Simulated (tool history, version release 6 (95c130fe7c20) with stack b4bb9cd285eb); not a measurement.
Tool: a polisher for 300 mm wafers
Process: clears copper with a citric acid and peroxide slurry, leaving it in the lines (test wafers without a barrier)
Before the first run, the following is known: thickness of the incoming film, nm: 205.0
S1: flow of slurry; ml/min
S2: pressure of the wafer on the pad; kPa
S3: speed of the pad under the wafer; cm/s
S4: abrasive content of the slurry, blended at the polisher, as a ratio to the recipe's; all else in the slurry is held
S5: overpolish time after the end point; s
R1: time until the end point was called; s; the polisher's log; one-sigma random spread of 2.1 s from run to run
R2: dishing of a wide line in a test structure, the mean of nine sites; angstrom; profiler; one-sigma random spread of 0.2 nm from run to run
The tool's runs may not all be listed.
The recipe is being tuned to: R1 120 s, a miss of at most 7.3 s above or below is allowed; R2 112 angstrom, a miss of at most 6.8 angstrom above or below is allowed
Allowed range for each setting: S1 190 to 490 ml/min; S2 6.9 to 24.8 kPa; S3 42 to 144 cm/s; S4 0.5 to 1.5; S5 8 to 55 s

run	hour	S1	S2	S3	S4	S5	R1	R2
1	0	315	15.9	92	1	28	112.34	367.93
2	1.3	315	14.5	92	1	28	117.6	334.85
3	2.5	315	17.2	92	1	28	102.56	393.26
4	4.9	315	17.2	92	1	39	102.2	500.4
5	13.4	355	17.2	92	1	39	100.88	512.08
6	16.5	300	17.2	92	1	39	101.18	498.36
7	21	290	15.9	94	1	36	110.47	452.52
8	29	310	15.9	88	1	33	114.86	419.97
9	36.1	330	15.2	94	0.95	30	112.89	383.48
10	42.5	315	14.5	96	1	28	113.36	357.83
11	48.2	335	13.8	94	1.05	26	116.53	312.01
12	56.6	350	13.1	94	1.1	24	123.05	295.93
13	62.8	365	12.4	94	1.15	22	128.26	253.08
14	66.8	365	12.4	94	1.15	22	125.97	262.21
15	74.5	360	8.3	114	1.1	8	149.34	86.967
16	75.4	365	8.3	114	1.1	8	149.03	85.582
17	77.4	365	12.4	116	1.1	11	101.62	163.55
18	83.6	355	12.4	116	1.1	11	104.7	167.66
19	91.8	355	12.4	116	1.1	11	108.57	170.78
20	94.2	350	12.4	118	1.1	11	104.39	165.14
21	101.9	345	12.4	120	1.1	11	104.78	171.75
22	104.2	345	12.4	122	1.1	11	99.011	175.56
23	108.4	350	10.3	126	1.05	10	113.7	144.75
24	111.1	340	10.3	126	1.05	10	118.93	143.03
25	119.9	350	10.3	126	1.05	10	115.58	134.57
26	127.4	365	9.7	128	1	9	124.95	120.13
27	130.3	370	9.7	128	1	9	122.05	121.26
28	137.3	375	9.7	128	1	9	124.73	121.74
29	141.4	365	9.7	128	1	9	123.62	119.27
30	146.9	375	9.7	128	1	9	125.53	121.38

5 next moves are on the table. One of them brings every result within its allowed miss. Which?
A	152.4	375	11.7	116	1.35	8	?	?
B	152.4	370	8.3	126	1.05	10	?	?
C	152.4	400	11.7	110	1.05	8	?	?
D	152.4	355	9	122	0.95	11	?	?
E	152.4	395	9.7	124	0.9	8	?	?

move	R1	R2
A	104.95	121.02
B	139.85	112.96
C	117.19	109.14
D	138.55	124.75
E	128.83	99.382
A: moves away from the targets compared with the last run
B: brings the result that was furthest off to its target, and leaves another outside
C: hits every target within its allowed miss
D: moves away from the targets compared with the last run
E: the result that was furthest off in the last run now lies on the other side of its target
The move that meets every target is C.
